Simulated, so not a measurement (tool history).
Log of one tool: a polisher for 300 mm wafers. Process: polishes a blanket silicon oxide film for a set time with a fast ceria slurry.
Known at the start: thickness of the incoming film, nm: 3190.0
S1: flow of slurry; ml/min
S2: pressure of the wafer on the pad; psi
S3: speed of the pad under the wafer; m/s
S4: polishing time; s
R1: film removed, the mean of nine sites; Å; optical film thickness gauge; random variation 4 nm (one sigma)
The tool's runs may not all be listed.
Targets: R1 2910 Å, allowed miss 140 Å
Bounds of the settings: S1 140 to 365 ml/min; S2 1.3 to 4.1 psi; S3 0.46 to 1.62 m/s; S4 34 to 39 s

run 1 hour=0 | S1=235 S2=2.7 S3=1.04 S4=39 | R1=5201.5
run 2 hour=7.9 | S1=235 S2=2.4 S3=1.02 S4=39 | R1=4613.2
run 3 hour=10 | S1=235 S2=2.1 S3=1 S4=39 | R1=4078.4
run 4 hour=11 | S1=290 S2=2.1 S3=1 S4=39 | R1=4110.3
run 5 hour=17.6 | S1=290 S2=1.9 S3=0.98 S4=39 | R1=3708.2
run 6 hour=25 | S1=340 S2=1.9 S3=0.98 S4=39 | R1=3728.4
run 7 hour=27.8 | S1=340 S2=1.9 S3=0.98 S4=39 | R1=3671.8
run 8 hour=31.3 | S1=340 S2=1.8 S3=0.98 S4=39 | R1=3534.8
run 9 hour=33.9 | S1=340 S2=1.7 S3=0.98 S4=39 | R1=3389.7
run 10 hour=38.5 | S1=340 S2=1.6 S3=0.98 S4=39 | R1=3165

Which of these 5 next moves meets every target?
run A hour=43.1 | S1=310 S2=1.6 S3=0.8 S4=39 | R1=?
run B hour=43.1 | S1=230 S2=1.4 S3=1.22 S4=34 | R1=?
run C hour=43.1 | S1=340 S2=1.9 S3=1.02 S4=34 | R1=?
run D hour=43.1 | S1=330 S2=1.4 S3=1.18 S4=38 | R1=?
run E hour=43.1 | S1=350 S2=1.4 S3=0.9 S4=38 | R1=?

move=A R1=2600.2
move=B R1=2910.1
move=C R1=3404.1
move=D R1=3270
move=E R1=2526.9
A: takes the result that was furthest off past its target
B: meets every target
C: further off than the last run
D: further off than the last run
E: takes the result that was furthest off past its target
Answer: B
